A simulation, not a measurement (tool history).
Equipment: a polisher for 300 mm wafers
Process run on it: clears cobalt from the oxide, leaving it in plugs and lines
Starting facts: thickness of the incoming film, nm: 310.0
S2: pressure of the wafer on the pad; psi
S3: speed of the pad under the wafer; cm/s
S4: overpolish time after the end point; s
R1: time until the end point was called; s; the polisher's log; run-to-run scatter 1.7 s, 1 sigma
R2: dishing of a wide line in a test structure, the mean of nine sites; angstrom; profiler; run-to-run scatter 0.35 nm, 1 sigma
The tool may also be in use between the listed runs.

{"run": 1, "hour": 0.0, "flow of slurry (ml/min)": 275, "S2": 1.6, "S3": 98, "S4": 16, "R1": 84.503, "R2": 471.65}
{"run": 2, "hour": 6.6, "flow of slurry (ml/min)": 275, "S2": 1.3, "S3": 90, "S4": 14, "R1": 110.05, "R2": 363.18}
{"run": 3, "hour": 11.7, "flow of slurry (ml/min)": 275, "S2": 1.0, "S3": 90, "S4": 14, "R1": 135.5, "R2": 299.5}
{"run": 4, "hour": 20.2, "flow of slurry (ml/min)": 275, "S2": 1.0, "S3": 90, "S4": 21, "R1": 131.5, "R2": 424.66}
{"run": 5, "hour": 24.7, "flow of slurry (ml/min)": 275, "S2": 0.9, "S3": 84, "S4": 18, "R1": 154.16, "R2": 328.16}
{"run": 6, "hour": 30.8, "flow of slurry (ml/min)": 275, "S2": 0.8, "S3": 82, "S4": 16, "R1": 170.4, "R2": 271.5}

Run 7 comes next. What will it give?
{"hour": 34.8, "done": "slurry nozzle cleaned"}
{"run": 7, "hour": 34.8, "flow of slurry (ml/min)": 275, "S2": 0.8, "S3": 82, "S4": 15, "R1": "?", "R2": "?"}

{"run 7": {"R1": 161.97, "R2": 273.54}}

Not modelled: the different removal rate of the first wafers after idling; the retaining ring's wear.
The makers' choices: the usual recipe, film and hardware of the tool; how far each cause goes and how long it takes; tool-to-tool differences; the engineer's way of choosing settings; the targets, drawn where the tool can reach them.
